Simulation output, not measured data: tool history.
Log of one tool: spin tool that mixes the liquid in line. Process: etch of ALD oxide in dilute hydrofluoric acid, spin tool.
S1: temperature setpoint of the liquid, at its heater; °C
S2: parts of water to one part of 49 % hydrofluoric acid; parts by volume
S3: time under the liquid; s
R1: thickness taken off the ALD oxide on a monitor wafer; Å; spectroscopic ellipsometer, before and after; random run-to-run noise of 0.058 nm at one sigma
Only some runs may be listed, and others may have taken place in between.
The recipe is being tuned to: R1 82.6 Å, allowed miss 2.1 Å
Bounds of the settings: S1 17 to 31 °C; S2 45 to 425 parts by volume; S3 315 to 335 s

run,hour,S1,S2,S3,R1
1,0,23,235,315,113.5
2,7.9,23,155,315,188.31
3,14.3,22,170,315,162.19
4,18.4,25.5,170,315,186.53
5,27.3,25.5,205,315,148.54
6,28.9,25.5,205,335,157.18
7,33.3,24.5,215,335,143.23
8,40,23.5,225,335,130.86
9,48.6,22.5,230,335,121.93
10,52.3,22.5,230,335,123.06
11,55.3,21.5,235,335,114.42
12,61.8,21,240,335,108.25

Consider the 5 candidate settings below. Which is the only one whose results all fall within their allowed miss of target?
A,68.3,20,265,320,?
B,68.3,20,295,315,?
C,68.3,18.5,265,315,?
D,68.3,18.5,195,335,?
E,68.3,21,175,335,?

move,R1
A,89.429
B,76.954
C,83.212
D,128.26
E,160.75
A: better than the last run, though not everything is in spec
B: the result that was furthest off in the last run now lies on the other side of its target
C: all results land within tolerance of their targets
D: moves away from the targets compared with the last run
E: moves away from the targets compared with the last run
Move C is the one to make.
